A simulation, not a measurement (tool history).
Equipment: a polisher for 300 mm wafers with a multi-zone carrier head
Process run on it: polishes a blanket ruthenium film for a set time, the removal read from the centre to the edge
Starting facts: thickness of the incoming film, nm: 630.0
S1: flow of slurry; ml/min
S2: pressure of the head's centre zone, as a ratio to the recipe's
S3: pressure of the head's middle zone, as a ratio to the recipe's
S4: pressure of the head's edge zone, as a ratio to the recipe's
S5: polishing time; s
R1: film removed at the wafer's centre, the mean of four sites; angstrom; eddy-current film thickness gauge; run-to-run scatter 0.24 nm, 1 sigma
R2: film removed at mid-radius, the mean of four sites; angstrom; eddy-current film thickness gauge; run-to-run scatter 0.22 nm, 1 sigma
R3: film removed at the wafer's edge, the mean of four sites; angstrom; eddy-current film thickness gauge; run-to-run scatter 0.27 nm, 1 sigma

run	hour	S1	S2	S3	S4	S5	R1	R2	R3
1	0	220	1	1	1	45	371.78	375.71	367.65
2	1.1	220	1.04	1	1	45	383.3	380.42	365.75
3	3.9	215	1.03	0.96	0.97	39	330.47	317.59	320.44
4	5.8	215	1.03	0.96	0.97	49	421.34	395.09	399.19
5	11.1	215	1.03	0.92	0.97	49	417.94	393.75	397.67
6	11.9	215	1.03	0.92	1.04	49	425.79	389.54	421.18
7	14	185	1.01	0.82	0.94	36	292.09	249.06	285.59
8	19.5	185	1	0.83	0.9	33	265.51	233.21	254.36

Run 9 comes next. What will it give?
9	22	180	0.99	0.82	0.87	32	?	?	?

R1: 252.94 angstrom
R2: 219.53 angstrom
R3: 241.84 angstrom
